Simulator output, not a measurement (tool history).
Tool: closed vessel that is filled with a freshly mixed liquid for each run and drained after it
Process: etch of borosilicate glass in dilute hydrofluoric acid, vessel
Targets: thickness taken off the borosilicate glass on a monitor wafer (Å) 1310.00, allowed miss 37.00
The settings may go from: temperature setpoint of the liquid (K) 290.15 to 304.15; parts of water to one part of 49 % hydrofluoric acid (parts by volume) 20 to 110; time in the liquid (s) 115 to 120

run	hour	temperature setpoint of the liquid (K)	parts of water to one part of 49 % hydrofluoric acid (parts by volume)	time in the liquid (s)	thickness taken off the borosilicate glass on a monitor wafer (Å)
1	0.0	296.15	60	115	789.24
2	1.6	296.15	60	120	825.47
3	3.3	297.65	60	120	873.35
4	10.1	299.65	60	120	953.68
5	15.8	300.65	60	120	989.99
6	19.5	301.65	60	120	1021.10
7	20.5	301.65	60	120	1024.70
8	23.4	302.15	55	120	1142.50
9	30.0	302.65	55	120	1163.00
10	35.1	303.15	55	120	1192.10
11	40.4	303.65	55	120	1216.90
12	47.9	304.15	55	120	1259.10
13	55.5	304.15	50	120	1382.80
14	56.1	303.65	50	120	1352.40

4 next moves are on the table. One of them brings every result within its allowed miss. Which?
A	56.7	304.15	50	120	?
B	56.7	302.15	45	120	?
C	56.7	304.15	50	115	?
D	56.7	301.15	45	120	?

move	thickness taken off the borosilicate glass on a monitor wafer (Å)
A	1379.10
B	1427.40
C	1321.60
D	1371.50
A: further off than the last run
B: further off than the last run
C: meets every target
D: further off than the last run
The right move is C.
